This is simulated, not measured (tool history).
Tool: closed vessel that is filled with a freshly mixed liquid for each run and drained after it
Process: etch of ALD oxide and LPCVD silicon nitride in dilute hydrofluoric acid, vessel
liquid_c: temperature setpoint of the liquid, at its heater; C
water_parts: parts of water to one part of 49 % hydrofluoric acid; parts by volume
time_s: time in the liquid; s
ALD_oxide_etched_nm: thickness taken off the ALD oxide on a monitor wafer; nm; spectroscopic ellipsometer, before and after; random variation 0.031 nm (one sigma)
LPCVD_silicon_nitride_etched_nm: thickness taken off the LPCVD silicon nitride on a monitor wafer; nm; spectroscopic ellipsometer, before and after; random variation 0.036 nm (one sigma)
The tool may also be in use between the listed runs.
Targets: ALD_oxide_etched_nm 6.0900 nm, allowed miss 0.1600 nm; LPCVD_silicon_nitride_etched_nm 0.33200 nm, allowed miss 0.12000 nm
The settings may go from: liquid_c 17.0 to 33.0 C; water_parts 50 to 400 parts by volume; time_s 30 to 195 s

run,day,liquid_c,water_parts,time_s,ALD_oxide_etched_nm,LPCVD_silicon_nitride_etched_nm
1,0.000,25.0,225,100,5.1658,0.25329
2,0.288,26.0,225,100,5.4183,0.27098
3,0.492,28.0,225,100,5.6676,0.33485
4,0.646,28.0,220,100,5.9171,0.31515
5,0.767,28.0,265,100,4.6608,0.32294
6,0.896,28.0,265,70,3.2369,0.20625
7,1.238,28.0,265,70,3.2211,0.19384
# day 1.346: thermometer replaced
8,1.346,29.5,240,70,3.6981,0.24898
9,1.617,29.5,210,70,4.3743,0.24120
10,1.696,30.5,195,70,4.9030,0.28979
11,2.021,32.0,155,70,6.8884,0.39119
12,2.350,31.5,155,70,6.7636,0.40999
13,2.388,30.5,155,70,6.6030,0.41873
14,2.496,29.5,155,70,6.3674,0.32931

4 next moves are on the table. One of them brings every result within its allowed miss. Which?
A,2.604,30.0,165,75,?,?
B,2.604,25.0,160,90,?,?
C,2.604,29.5,140,60,?,?
D,2.604,20.0,110,70,?,?

move,ALD_oxide_etched_nm,LPCVD_silicon_nitride_etched_nm
A,6.4210,0.34551
B,6.6595,0.31330
C,6.1424,0.31665
D,6.5519,0.25355
A: further off than the last run
B: further off than the last run
C: meets every target
D: further off than the last run
The right move is C.
